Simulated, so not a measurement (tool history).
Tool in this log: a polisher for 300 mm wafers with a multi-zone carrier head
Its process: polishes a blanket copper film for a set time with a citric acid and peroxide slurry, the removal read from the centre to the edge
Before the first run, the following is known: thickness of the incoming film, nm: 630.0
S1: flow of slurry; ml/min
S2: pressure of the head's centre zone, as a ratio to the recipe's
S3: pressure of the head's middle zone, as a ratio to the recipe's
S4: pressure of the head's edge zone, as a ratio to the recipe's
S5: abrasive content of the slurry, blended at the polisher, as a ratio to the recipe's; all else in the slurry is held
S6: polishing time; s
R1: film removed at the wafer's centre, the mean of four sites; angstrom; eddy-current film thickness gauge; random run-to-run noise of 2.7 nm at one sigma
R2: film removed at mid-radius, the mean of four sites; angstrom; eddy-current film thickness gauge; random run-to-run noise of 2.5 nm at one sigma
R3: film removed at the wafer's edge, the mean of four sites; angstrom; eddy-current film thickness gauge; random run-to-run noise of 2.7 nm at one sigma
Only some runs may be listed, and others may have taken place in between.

| run | hour | S1 | S2 | S3 | S4 | S5 | S6 | R1 | R2 | R3 |
|---|---|---|---|---|---|---|---|---|---|---|
| 1 | 0 | 275 | 1 | 1 | 1 | 1 | 88 | 1632.3 | 1594.5 | 1656.1 |
| 2 | 8.8 | 280 | 1.02 | 1.02 | 1.03 | 1.15 | 92 | 1789.3 | 1789.6 | 1835.3 |
| 3 | 14.8 | 280 | 1.02 | 1.02 | 0.98 | 1.15 | 92 | 1822.3 | 1806.3 | 1780.2 |
| 4 | 16.9 | 280 | 1.02 | 0.97 | 0.98 | 1.15 | 92 | 1796.1 | 1685.5 | 1800.8 |
| 5 | 20.3 | 285 | 1.05 | 0.99 | 1.01 | 1.25 | 94 | 1909 | 1812.9 | 1938.5 |
| 6 | 24.5 | 290 | 1.08 | 1.01 | 1.03 | 1.3 | 95 | 1970.2 | 1889.5 | 1935.1 |
| 7 | 31.8 | 290 | 1.09 | 1.01 | 1.04 | 1.35 | 98 | 2137.3 | 1950.4 | 2049.3 |
| 8 | 35.1 | 295 | 1.09 | 1.02 | 1.06 | 1.4 | 99 | 2153.1 | 1988.9 | 2110.2 |

Predict the results of run 9:
| 9 | 40.9 | 295 | 1.09 | 1.03 | 1.07 | 1.45 | 100 | ? | ? | ? |

Run 9 yielded R1 2160.9 angstrom, R2 2078.8 angstrom, R3 2142.1 angstrom.
